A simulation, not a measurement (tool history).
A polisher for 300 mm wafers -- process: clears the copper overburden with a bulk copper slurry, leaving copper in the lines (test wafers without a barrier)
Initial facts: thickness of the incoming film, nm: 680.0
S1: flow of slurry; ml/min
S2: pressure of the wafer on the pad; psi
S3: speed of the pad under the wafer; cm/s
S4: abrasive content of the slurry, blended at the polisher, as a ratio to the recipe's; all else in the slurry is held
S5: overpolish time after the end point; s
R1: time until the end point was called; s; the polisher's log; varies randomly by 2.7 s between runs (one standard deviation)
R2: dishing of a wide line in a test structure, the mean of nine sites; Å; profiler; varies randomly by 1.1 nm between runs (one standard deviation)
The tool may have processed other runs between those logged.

run,day,S1,S2,S3,S4,S5,R1,R2
1,0,320,2,114,1,17,97.688,621.23
2,0.229,320,2,114,1.2,17,93.531,634.88
3,0.467,320,2,104,1.2,17,102.69,596.52
4,0.488,395,2,104,1.2,17,99.254,607.92
5,0.596,395,2,104,1.2,10,101.09,448.25
6,0.929,395,1.9,102,1.2,12,109.09,492.63
7,1.3,395,1.9,102,1.2,12,108.28,458.94
8,1.65,390,1.8,100,1.2,14,114.48,500.13

Run 9, settings as shown, results not yet in. Your forecast:
9,1.738,390,1.7,100,1.2,15,?,?

R1: 122.96 s
R2: 508.32 Å
